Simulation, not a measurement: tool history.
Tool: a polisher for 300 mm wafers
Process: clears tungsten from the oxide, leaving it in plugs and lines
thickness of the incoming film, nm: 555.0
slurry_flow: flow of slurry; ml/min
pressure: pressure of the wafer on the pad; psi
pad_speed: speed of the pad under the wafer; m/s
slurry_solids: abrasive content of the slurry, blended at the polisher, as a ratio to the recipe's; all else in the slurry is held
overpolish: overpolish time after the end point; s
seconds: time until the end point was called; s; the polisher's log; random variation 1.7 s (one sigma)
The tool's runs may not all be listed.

run  hour  slurry_flow  pressure  pad_speed  slurry_solids  overpolish  seconds
  1   0.0          195       3.7       0.84            1.0          42  120.880
  2   3.0          195       3.6       0.84            1.0          42  122.020
  3  11.7          195       4.5       0.84            1.0          42   99.969
  4  15.1          195       4.5       0.66            1.0          42  122.320
  5  18.6          195       4.4       0.66            1.0          42  127.750
  6  22.9          195       4.4       0.82            1.0          42  105.360

Forecast run 7:
  7  26.6          195       4.2       0.82            1.0          42        ?

seconds: 110.010 s
